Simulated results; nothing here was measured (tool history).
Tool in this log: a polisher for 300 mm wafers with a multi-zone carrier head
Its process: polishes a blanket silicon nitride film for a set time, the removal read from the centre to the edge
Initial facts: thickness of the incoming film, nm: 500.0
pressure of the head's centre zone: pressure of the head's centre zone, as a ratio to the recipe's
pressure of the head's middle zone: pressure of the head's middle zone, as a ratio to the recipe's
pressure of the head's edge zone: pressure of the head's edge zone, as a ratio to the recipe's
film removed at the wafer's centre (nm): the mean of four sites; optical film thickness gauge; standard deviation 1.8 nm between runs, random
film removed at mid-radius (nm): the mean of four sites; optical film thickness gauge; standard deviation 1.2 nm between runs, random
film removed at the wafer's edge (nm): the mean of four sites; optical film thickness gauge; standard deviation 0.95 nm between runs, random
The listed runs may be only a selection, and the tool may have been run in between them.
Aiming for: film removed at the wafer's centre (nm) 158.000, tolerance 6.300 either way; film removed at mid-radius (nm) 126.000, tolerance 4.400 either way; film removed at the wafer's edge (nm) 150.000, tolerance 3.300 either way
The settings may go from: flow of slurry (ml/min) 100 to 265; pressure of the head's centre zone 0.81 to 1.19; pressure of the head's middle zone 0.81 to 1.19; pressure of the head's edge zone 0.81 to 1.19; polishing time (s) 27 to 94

run	day	flow of slurry (ml/min)	pressure of the head's centre zone	pressure of the head's middle zone	pressure of the head's edge zone	polishing time (s)	film removed at the wafer's centre (nm)	film removed at mid-radius (nm)	film removed at the wafer's edge (nm)
1	0.000	170	1.00	1.00	1.00	60	124.310	125.510	121.260
2	0.050	175	1.01	0.98	1.03	61	128.030	125.290	126.000
3	0.367	175	1.01	0.98	1.03	49	102.920	99.635	99.950
4	0.521	175	1.01	1.04	1.03	49	100.780	105.310	100.640
5	0.550	180	1.02	1.02	1.05	51	109.630	107.830	107.400
6	0.908	180	1.02	1.02	1.05	36	75.677	76.251	75.578
7	1.167	185	1.03	1.01	1.07	40	86.956	84.520	84.042
8	1.275	225	0.98	0.91	1.17	57	119.560	111.580	128.040
9	1.558	225	0.99	0.90	1.17	58	123.930	112.710	131.610
10	1.742	225	1.00	0.90	1.17	59	128.990	116.510	132.990
11	2.104	225	1.00	0.90	1.17	59	128.030	118.180	131.130
12	2.150	225	1.00	0.89	1.17	60	126.100	118.100	134.400
13	2.517	230	1.02	0.88	1.17	61	138.320	121.030	138.810
14	2.683	235	1.02	0.87	1.17	61	133.050	120.330	137.350

4 candidate next runs follow, results not yet known. Just one meets every target within its allowed miss. Identify it.
A	2.850	220	1.04	0.84	1.19	63	?	?	?
B	2.850	235	1.06	0.89	1.14	64	?	?	?
C	2.850	250	1.10	0.84	1.16	67	?	?	?
D	2.850	205	1.10	0.85	1.19	63	?	?	?

move	film removed at the wafer's centre (nm)	film removed at mid-radius (nm)	film removed at the wafer's edge (nm)
A	140.500	116.710	142.490
B	146.350	125.320	142.480
C	159.250	125.940	151.310
D	145.880	116.790	141.540
A: nearer than the last run, and not there yet
B: nearer than the last run, and not there yet
C: in spec on every target
D: nearer than the last run, and not there yet
Correct choice: C, which meets every target

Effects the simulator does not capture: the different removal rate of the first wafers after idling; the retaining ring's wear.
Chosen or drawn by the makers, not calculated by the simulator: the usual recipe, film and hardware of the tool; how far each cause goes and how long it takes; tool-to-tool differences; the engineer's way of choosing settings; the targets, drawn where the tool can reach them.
